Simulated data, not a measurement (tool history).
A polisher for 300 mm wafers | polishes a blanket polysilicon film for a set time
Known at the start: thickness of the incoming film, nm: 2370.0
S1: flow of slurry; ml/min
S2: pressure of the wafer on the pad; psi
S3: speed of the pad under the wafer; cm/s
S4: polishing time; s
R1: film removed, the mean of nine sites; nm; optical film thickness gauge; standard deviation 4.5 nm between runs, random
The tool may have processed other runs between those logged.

| run | hour | S1 | S2 | S3 | S4 | R1 |
|---|---|---|---|---|---|---|
| 1 | 0 | 275 | 3 | 130 | 52 | 617.49 |
| 2 | 1.3 | 275 | 3.4 | 130 | 52 | 712.09 |
| 3 | 4.1 | 275 | 2.9 | 130 | 52 | 604.09 |
| 4 | 8.3 | 275 | 2.7 | 130 | 52 | 563.43 |
| 5 | 15.9 | 275 | 2.5 | 130 | 52 | 524.01 |
| 6 | 21.2 | 275 | 2.5 | 130 | 54 | 549.16 |
| 7 | 29.6 | 275 | 2.3 | 130 | 54 | 495.77 |
| 8 | 30.4 | 275 | 2.2 | 130 | 54 | 476.05 |
| 9 | 37.6 | 275 | 2.1 | 130 | 54 | 455.43 |

Expected results for the next run?
| 10 | 43.8 | 275 | 2 | 130 | 54 | ? |

R1: 434.13 nm
